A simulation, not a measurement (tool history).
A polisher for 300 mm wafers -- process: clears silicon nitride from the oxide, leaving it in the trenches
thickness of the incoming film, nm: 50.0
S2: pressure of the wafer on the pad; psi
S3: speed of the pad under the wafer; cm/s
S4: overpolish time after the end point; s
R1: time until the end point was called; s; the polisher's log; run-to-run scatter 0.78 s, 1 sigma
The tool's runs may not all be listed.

{"run": 1, "hour": 0.0, "flow of slurry (ml/min)": 290, "S2": 2.2, "S3": 82, "S4": 32, "R1": 85.777}
{"run": 2, "hour": 4.0, "flow of slurry (ml/min)": 290, "S2": 2.3, "S3": 82, "S4": 32, "R1": 81.522}
{"run": 3, "hour": 5.5, "flow of slurry (ml/min)": 240, "S2": 2.3, "S3": 82, "S4": 32, "R1": 81.947}
{"run": 4, "hour": 10.2, "flow of slurry (ml/min)": 240, "S2": 1.8, "S3": 82, "S4": 32, "R1": 104.8}
{"run": 5, "hour": 11.9, "flow of slurry (ml/min)": 240, "S2": 2.0, "S3": 82, "S4": 32, "R1": 94.542}
{"run": 6, "hour": 14.5, "flow of slurry (ml/min)": 240, "S2": 2.4, "S3": 82, "S4": 32, "R1": 78.387}
{"run": 7, "hour": 23.3, "flow of slurry (ml/min)": 240, "S2": 2.5, "S3": 82, "S4": 32, "R1": 76.806}

The next listed run, before its measurement:
{"run": 8, "hour": 26.8, "flow of slurry (ml/min)": 240, "S2": 2.5, "S3": 82, "S4": 32, "R1": "?"}

{"run 8": {"R1": 76.784}}
